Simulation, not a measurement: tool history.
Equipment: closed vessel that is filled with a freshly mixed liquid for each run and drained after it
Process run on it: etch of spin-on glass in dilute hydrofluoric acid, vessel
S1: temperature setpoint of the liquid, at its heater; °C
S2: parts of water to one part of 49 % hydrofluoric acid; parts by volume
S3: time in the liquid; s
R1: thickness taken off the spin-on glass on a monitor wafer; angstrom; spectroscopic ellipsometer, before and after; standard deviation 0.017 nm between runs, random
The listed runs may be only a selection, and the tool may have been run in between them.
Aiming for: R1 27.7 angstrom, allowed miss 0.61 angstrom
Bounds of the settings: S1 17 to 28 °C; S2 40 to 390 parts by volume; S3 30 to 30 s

run	hour	S1	S2	S3	R1
1	0	20	215	30	32.147
2	6.6	20	215	30	31.598
3	12.3	19.5	215	30	30.985
4	20.4	22	215	30	34.425
5	22	25	215	30	38.688
6	30.7	25	215	30	38.149
7	38.4	24	215	30	37.141
8	45.5	23	215	30	35.89
9	53.9	22	215	30	34.392
10	60.3	21	215	30	33.502
11	64.5	20.5	215	30	32.876
12	66.6	20	215	30	31.923
13	71.5	19.5	215	30	31.158
14	79.2	19	215	30	31.009
15	82.8	17	225	30	26.951

Pick the move, out of 4, that brings all results within their allowed miss; only one does.
A	86.4	20	250	30	?
B	86.4	17	235	30	?
C	86.4	19.5	240	30	?
D	86.4	18.5	245	30	?

move	R1
A	26.958
B	25.914
C	27.815
D	26.108
A: just as far off the targets as the last run
B: misses by more than the last run did
C: all results in spec
D: misses by more than the last run did
C is the move that brings every result within its allowed miss.

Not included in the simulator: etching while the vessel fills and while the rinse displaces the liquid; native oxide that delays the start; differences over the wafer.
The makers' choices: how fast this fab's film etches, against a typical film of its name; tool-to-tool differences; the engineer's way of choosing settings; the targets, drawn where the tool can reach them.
